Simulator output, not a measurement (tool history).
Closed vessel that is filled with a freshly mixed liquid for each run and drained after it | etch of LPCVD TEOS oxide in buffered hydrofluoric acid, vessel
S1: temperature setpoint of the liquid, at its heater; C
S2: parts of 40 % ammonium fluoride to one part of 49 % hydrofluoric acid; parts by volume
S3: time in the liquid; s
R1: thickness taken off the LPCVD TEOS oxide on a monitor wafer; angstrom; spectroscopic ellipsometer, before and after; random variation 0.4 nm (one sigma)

{"run": 1, "hour": 0.0, "S1": 24.0, "S2": 19.0, "S3": 30, "R1": 289.08}
{"run": 2, "hour": 1.6, "S1": 25.5, "S2": 16.5, "S3": 30, "R1": 362.67}
{"run": 3, "hour": 9.4, "S1": 27.0, "S2": 15.0, "S3": 30, "R1": 429.83}
{"run": 4, "hour": 15.5, "S1": 27.0, "S2": 15.0, "S3": 30, "R1": 425.59}
{"run": 5, "hour": 23.7, "S1": 28.0, "S2": 13.5, "S3": 30, "R1": 503.72}
{"run": 6, "hour": 27.0, "S1": 24.5, "S2": 13.5, "S3": 30, "R1": 418.18}
{"run": 7, "hour": 31.4, "S1": 24.5, "S2": 13.5, "S3": 30, "R1": 413.32}
{"run": 8, "hour": 33.7, "S1": 26.0, "S2": 12.5, "S3": 30, "R1": 485.28}

Run 9 comes next. What will it give?
{"run": 9, "hour": 39.9, "S1": 27.0, "S2": 12.0, "S3": 30, "R1": "?"}

Run 9 gave R1 539.70 angstrom.

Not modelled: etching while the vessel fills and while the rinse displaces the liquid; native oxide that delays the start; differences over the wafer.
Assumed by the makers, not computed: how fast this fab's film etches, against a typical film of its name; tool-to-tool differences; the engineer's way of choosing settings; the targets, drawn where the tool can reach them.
